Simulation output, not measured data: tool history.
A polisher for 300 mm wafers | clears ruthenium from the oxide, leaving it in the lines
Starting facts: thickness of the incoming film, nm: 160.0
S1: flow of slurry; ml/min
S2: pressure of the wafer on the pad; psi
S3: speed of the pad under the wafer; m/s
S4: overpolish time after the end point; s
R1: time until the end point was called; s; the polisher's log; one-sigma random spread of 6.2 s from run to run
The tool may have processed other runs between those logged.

run,hour,S1,S2,S3,S4,R1
1,0,175,1.8,1.08,41,168.68
2,1.7,155,1.8,1.08,41,168.67
3,4,155,1.5,0.94,41,232.42
4,7.4,190,1.5,0.94,41,224.17
5,11,185,1.3,0.84,41,292.25
6,16.4,185,1.3,0.84,44,292.95
7,23.3,185,1.1,0.82,44,336.27

Run 8, settings as shown, results not yet in. Your forecast:
8,26.6,180,0.8,0.72,44,?

Run 8 gave R1 518.58 s.

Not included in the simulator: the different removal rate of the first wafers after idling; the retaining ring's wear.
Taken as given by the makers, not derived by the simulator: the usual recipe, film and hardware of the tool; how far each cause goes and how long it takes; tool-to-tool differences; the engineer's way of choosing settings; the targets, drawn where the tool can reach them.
